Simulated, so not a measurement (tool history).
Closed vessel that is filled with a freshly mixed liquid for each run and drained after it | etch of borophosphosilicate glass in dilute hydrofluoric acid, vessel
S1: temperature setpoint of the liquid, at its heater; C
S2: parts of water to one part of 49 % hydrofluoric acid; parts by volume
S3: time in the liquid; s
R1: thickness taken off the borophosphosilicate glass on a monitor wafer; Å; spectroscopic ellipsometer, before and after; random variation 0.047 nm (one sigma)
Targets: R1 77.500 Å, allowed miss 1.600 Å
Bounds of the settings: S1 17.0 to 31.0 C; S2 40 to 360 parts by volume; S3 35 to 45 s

run  hour    S1   S2  S3      R1
  1   0.0  23.0  200  45  45.615
  2   4.0  21.0  200  45  41.757
  3  11.6  23.5  190  45  48.825
  4  15.4  25.5  180  45  55.850
  5  20.0  28.5  180  45  63.307
  6  25.3  25.0  180  45  55.057
  7  28.0  26.5  175  45  60.933
  8  30.2  30.5  165  45  74.956

5 next moves are on the table. One of them brings every result within its allowed miss. Which?
  A  32.4  30.5  170  45   ?
  B  32.4  29.0  155  45   ?
  C  32.4  28.0  155  45   ?
  D  32.4  27.0  120  35   ?
  E  32.4  27.0  150  45   ?

move      R1
   A  72.272
   B  76.424
   C  73.632
   D  74.258
   E  73.705
A: further off than the last run
B: meets every target
C: further off than the last run
D: further off than the last run
E: further off than the last run
Answer: B
